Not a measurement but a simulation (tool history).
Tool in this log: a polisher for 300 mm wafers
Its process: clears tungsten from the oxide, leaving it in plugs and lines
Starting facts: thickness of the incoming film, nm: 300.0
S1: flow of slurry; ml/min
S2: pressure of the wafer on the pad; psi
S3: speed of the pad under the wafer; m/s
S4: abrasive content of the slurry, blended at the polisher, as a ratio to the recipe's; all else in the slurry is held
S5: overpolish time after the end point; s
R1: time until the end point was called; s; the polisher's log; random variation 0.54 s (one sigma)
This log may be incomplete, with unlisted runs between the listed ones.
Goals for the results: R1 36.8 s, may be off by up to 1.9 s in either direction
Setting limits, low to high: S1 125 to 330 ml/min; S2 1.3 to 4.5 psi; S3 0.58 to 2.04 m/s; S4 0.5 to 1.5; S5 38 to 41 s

{"run": 1, "day": 0.0, "S1": 210, "S2": 2.9, "S3": 1.3, "S4": 1, "S5": 38, "R1": 86.988}
{"run": 2, "day": 0.275, "S1": 210, "S2": 3.4, "S3": 1.42, "S4": 1, "S5": 38, "R1": 67.956}
{"run": 3, "day": 0.571, "S1": 210, "S2": 3.8, "S3": 1.54, "S4": 1, "S5": 38, "R1": 55.578}
{"run": 4, "day": 0.842, "S1": 210, "S2": 4, "S3": 1.62, "S4": 1, "S5": 38, "R1": 50.341}
{"run": 5, "day": 0.883, "S1": 210, "S2": 4.2, "S3": 1.7, "S4": 1, "S5": 38, "R1": 45.877}
{"run": 6, "day": 1.229, "S1": 210, "S2": 4.2, "S3": 1.7, "S4": 1.15, "S5": 38, "R1": 45.545}
{"run": 7, "day": 1.396, "S1": 210, "S2": 4.3, "S3": 1.76, "S4": 1.15, "S5": 38, "R1": 41.451}
{"run": 8, "day": 1.546, "S1": 210, "S2": 4.4, "S3": 1.78, "S4": 1.15, "S5": 38, "R1": 40.358}
{"day": 1.646, "done": "slurry tank refilled with fresh slurry and peroxide"}
{"run": 9, "day": 1.646, "S1": 210, "S2": 4.5, "S3": 1.88, "S4": 1.15, "S5": 38, "R1": 31.904}

Next run, 4 choices. One meets every target within its allowed miss, the rest don't. Which?
{"run": "A", "day": 1.746, "S1": 215, "S2": 4.5, "S3": 2.04, "S4": 1.35, "S5": 38, "R1": "?"}
{"run": "B", "day": 1.746, "S1": 200, "S2": 4.5, "S3": 2.02, "S4": 1.2, "S5": 41, "R1": "?"}
{"run": "C", "day": 1.746, "S1": 210, "S2": 4.5, "S3": 1.72, "S4": 1, "S5": 38, "R1": "?"}
{"run": "D", "day": 1.746, "S1": 210, "S2": 3.7, "S3": 1.82, "S4": 1.2, "S5": 41, "R1": "?"}

move=A R1=28.341
move=B R1=29.724
move=C R1=36.141
move=D R1=39.624
A: misses by more than the last run did
B: misses by more than the last run did
C: meets every target
D: pushes the last run's worst result past its target
Move C is the one to make.

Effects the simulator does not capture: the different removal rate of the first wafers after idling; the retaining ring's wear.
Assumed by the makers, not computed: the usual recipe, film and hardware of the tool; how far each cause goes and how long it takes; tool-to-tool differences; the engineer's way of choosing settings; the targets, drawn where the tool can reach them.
